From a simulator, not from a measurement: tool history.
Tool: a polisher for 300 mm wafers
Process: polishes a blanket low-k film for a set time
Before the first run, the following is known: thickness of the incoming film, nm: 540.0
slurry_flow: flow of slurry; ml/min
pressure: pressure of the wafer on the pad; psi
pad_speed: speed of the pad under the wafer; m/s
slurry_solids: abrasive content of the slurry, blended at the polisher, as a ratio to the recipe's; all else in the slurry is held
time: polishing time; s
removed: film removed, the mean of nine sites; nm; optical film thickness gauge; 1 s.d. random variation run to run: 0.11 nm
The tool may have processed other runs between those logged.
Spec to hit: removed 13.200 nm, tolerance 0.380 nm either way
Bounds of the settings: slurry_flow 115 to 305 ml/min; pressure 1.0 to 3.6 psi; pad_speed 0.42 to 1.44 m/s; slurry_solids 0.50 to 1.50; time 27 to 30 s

Run 1, hour 0.0: slurry_flow 195 ml/min, pressure 2.3 psi, pad_speed 0.92 m/s, slurry_solids 1.00, time 30 s. Result: removed 14.701 nm.
Run 2, hour 3.8: slurry_flow 195 ml/min, pressure 1.9 psi, pad_speed 0.92 m/s, slurry_solids 1.00, time 30 s. Result: removed 12.273 nm.
Run 3, hour 9.9: slurry_flow 200 ml/min, pressure 1.9 psi, pad_speed 0.92 m/s, slurry_solids 1.00, time 30 s. Result: removed 12.453 nm.
Run 4, hour 11.8: slurry_flow 235 ml/min, pressure 1.9 psi, pad_speed 0.92 m/s, slurry_solids 1.00, time 30 s. Result: removed 12.715 nm.
Run 5, hour 17.7: slurry_flow 235 ml/min, pressure 1.9 psi, pad_speed 0.92 m/s, slurry_solids 1.00, time 27 s. Result: removed 11.410 nm.
Run 6, hour 25.3: slurry_flow 235 ml/min, pressure 2.1 psi, pad_speed 0.92 m/s, slurry_solids 1.00, time 27 s. Result: removed 12.618 nm.
At hour 32.4: worn pad replaced by a new one.
Run 7, hour 32.4: slurry_flow 235 ml/min, pressure 2.2 psi, pad_speed 0.92 m/s, slurry_solids 1.00, time 27 s. Result: removed 14.061 nm.
Run 8, hour 34.3: slurry_flow 235 ml/min, pressure 2.2 psi, pad_speed 0.92 m/s, slurry_solids 1.00, time 27 s. Result: removed 14.179 nm.
Run 9, hour 39.1: slurry_flow 230 ml/min, pressure 2.2 psi, pad_speed 0.92 m/s, slurry_solids 1.00, time 27 s. Result: removed 14.127 nm.
Run 10, hour 46.2: slurry_flow 225 ml/min, pressure 2.2 psi, pad_speed 0.92 m/s, slurry_solids 1.00, time 27 s. Result: removed 13.997 nm.
Run 11, hour 49.1: slurry_flow 225 ml/min, pressure 2.2 psi, pad_speed 0.92 m/s, slurry_solids 1.00, time 27 s. Result: removed 14.193 nm.

Which of these 4 next moves meets every target?
Run A, hour 52.0: slurry_flow 260 ml/min, pressure 2.0 psi, pad_speed 0.92 m/s, slurry_solids 0.90, time 27 s. Result: removed ?.
Run B, hour 52.0: slurry_flow 210 ml/min, pressure 2.1 psi, pad_speed 1.02 m/s, slurry_solids 0.90, time 28 s. Result: removed ?.
Run C, hour 52.0: slurry_flow 235 ml/min, pressure 2.2 psi, pad_speed 0.76 m/s, slurry_solids 1.05, time 29 s. Result: removed ?.
Run D, hour 52.0: slurry_flow 220 ml/min, pressure 1.9 psi, pad_speed 1.00 m/s, slurry_solids 1.15, time 27 s. Result: removed ?.

move  removed
   A   12.234
   B   14.100
   C   13.238
   D   13.993
A: the result that was furthest off in the last run now lies on the other side of its target
B: nearer the targets than the last run, but a result is still out of spec
C: each result inside its tolerance
D: nearer the targets than the last run, but a result is still out of spec
Move C is the one to make.

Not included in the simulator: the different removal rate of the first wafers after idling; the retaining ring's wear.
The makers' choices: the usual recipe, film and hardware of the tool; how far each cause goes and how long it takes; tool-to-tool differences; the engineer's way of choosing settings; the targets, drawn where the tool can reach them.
